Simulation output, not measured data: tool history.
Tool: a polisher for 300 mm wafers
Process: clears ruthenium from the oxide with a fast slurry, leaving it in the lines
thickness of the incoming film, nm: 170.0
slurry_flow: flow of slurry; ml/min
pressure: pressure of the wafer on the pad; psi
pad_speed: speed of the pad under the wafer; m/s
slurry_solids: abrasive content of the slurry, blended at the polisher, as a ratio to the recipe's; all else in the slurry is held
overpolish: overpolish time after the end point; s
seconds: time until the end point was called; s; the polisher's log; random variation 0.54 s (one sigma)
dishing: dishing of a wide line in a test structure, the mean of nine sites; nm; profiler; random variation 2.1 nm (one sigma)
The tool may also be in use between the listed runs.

Run 1, hour 0: slurry_flow 150 ml/min, pressure 3.2 psi, pad_speed 1.14 m/s, slurry_solids 1, overpolish 27 s. Result: seconds 41.145 s, dishing 83.974 nm.
Run 2, hour 2.9: slurry_flow 150 ml/min, pressure 3.2 psi, pad_speed 1.32 m/s, slurry_solids 1, overpolish 27 s. Result: seconds 36.186 s, dishing 90.353 nm.
Run 3, hour 11.4: slurry_flow 180 ml/min, pressure 3.2 psi, pad_speed 1.32 m/s, slurry_solids 1, overpolish 27 s. Result: seconds 34.559 s, dishing 96.478 nm.
Run 4, hour 18.6: slurry_flow 175 ml/min, pressure 3 psi, pad_speed 1.32 m/s, slurry_solids 1, overpolish 29 s. Result: seconds 36.782 s, dishing 95.12 nm.
Run 5, hour 26.7: slurry_flow 200 ml/min, pressure 3 psi, pad_speed 1.32 m/s, slurry_solids 1, overpolish 29 s. Result: seconds 35.651 s, dishing 99.629 nm.
Run 6, hour 33.6: slurry_flow 200 ml/min, pressure 2.3 psi, pad_speed 1.32 m/s, slurry_solids 1, overpolish 29 s. Result: seconds 46.904 s, dishing 82.219 nm.
Run 7, hour 34.4: slurry_flow 195 ml/min, pressure 2.2 psi, pad_speed 1.32 m/s, slurry_solids 1, overpolish 31 s. Result: seconds 48.04 s, dishing 80.566 nm.
Run 8, hour 36.2: slurry_flow 190 ml/min, pressure 2.1 psi, pad_speed 1.32 m/s, slurry_solids 1, overpolish 34 s. Result: seconds 50.331 s, dishing 84.859 nm.
Run 9, hour 43.7: slurry_flow 165 ml/min, pressure 1.9 psi, pad_speed 1.32 m/s, slurry_solids 1, overpolish 45 s. Result: seconds 56.703 s, dishing 91.47 nm.

The next listed run, before its measurement:
Run 10, hour 45.3: slurry_flow 165 ml/min, pressure 1.9 psi, pad_speed 1.32 m/s, slurry_solids 1, overpolish 46 s. Result: seconds ?, dishing ?.

Run 10 gave seconds 57.881 s, dishing 99.174 nm.
